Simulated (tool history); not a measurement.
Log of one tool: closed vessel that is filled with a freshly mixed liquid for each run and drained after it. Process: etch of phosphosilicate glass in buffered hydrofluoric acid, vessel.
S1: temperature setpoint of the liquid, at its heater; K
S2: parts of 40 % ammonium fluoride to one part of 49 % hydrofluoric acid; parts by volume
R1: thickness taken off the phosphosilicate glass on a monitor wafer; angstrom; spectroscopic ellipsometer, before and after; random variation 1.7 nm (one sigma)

run 1 day=0.000 | S1=295.15 S2=12.5 time_in_the_liquid_(s)=35 | R1=1143.1
run 2 day=0.133 | S1=296.65 S2=12.0 time_in_the_liquid_(s)=35 | R1=1320.1
run 3 day=0.308 | S1=296.65 S2=15.0 time_in_the_liquid_(s)=35 | R1=1045.0
run 4 day=0.483 | S1=297.65 S2=14.0 time_in_the_liquid_(s)=35 | R1=1172.0
run 5 day=0.571 | S1=298.65 S2=13.0 time_in_the_liquid_(s)=35 | R1=1336.0
run 6 day=0.638 | S1=301.65 S2=13.0 time_in_the_liquid_(s)=35 | R1=1574.6

Forecast run 7:
run 7 day=0.779 | S1=301.65 S2=12.5 time_in_the_liquid_(s)=35 | R1=?

Run 7 gave R1 1635.2 angstrom.
